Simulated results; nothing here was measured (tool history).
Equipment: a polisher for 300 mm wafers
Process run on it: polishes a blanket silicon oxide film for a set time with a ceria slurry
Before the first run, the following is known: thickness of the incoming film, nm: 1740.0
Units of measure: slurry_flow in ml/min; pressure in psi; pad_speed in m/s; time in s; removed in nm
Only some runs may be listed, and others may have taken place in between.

run,day,slurry_flow,pressure,pad_speed,time,removed
1,0,150,3.8,0.9,21,122.45
2,0.083,150,4.2,0.92,21,136.39
3,0.121,150,4.5,0.94,21,149.04
4,0.296,150,4.8,0.96,21,158.88
5,0.558,150,4.8,0.96,21,160.35
6,0.612,150,4.8,0.96,21,159.97
7,0.696,150,5,1,21,171

Run 8, settings as shown, results not yet in. Your forecast:
8,0.867,150,5.2,1.04,21,?

removed: 185.21 nm
